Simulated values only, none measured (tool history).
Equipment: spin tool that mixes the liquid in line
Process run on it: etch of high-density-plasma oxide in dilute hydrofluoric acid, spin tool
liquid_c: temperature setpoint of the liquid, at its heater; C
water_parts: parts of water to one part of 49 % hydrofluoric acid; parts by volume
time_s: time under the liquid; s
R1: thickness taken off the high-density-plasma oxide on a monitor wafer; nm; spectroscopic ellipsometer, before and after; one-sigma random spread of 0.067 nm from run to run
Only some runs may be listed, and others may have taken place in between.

Run 1, hour 0: liquid_c 23 C, water_parts 120 parts by volume, time_s 95 s. Result: R1 6.4032 nm.
Run 2, hour 8.7: liquid_c 25 C, water_parts 105 parts by volume, time_s 95 s. Result: R1 8.1426 nm.
Run 3, hour 9.4: liquid_c 26.5 C, water_parts 95 parts by volume, time_s 95 s. Result: R1 9.6207 nm.
Run 4, hour 17.8: liquid_c 27.5 C, water_parts 90 parts by volume, time_s 95 s. Result: R1 10.663 nm.
Run 5, hour 20.8: liquid_c 27.5 C, water_parts 90 parts by volume, time_s 105 s. Result: R1 11.754 nm.
Run 6, hour 24.8: liquid_c 27.5 C, water_parts 90 parts by volume, time_s 105 s. Result: R1 11.749 nm.
Run 7, hour 33.5: liquid_c 28.5 C, water_parts 90 parts by volume, time_s 105 s. Result: R1 12.121 nm.
Run 8, hour 39.7: liquid_c 29 C, water_parts 85 parts by volume, time_s 105 s. Result: R1 13.261 nm.
Run 9, hour 42: liquid_c 29.5 C, water_parts 85 parts by volume, time_s 105 s. Result: R1 13.497 nm.
Run 10, hour 46.8: liquid_c 30 C, water_parts 85 parts by volume, time_s 105 s. Result: R1 13.707 nm.

The next listed run, before its measurement:
Run 11, hour 51.8: liquid_c 30.5 C, water_parts 85 parts by volume, time_s 105 s. Result: R1 ?.

R1: 14.087 nm

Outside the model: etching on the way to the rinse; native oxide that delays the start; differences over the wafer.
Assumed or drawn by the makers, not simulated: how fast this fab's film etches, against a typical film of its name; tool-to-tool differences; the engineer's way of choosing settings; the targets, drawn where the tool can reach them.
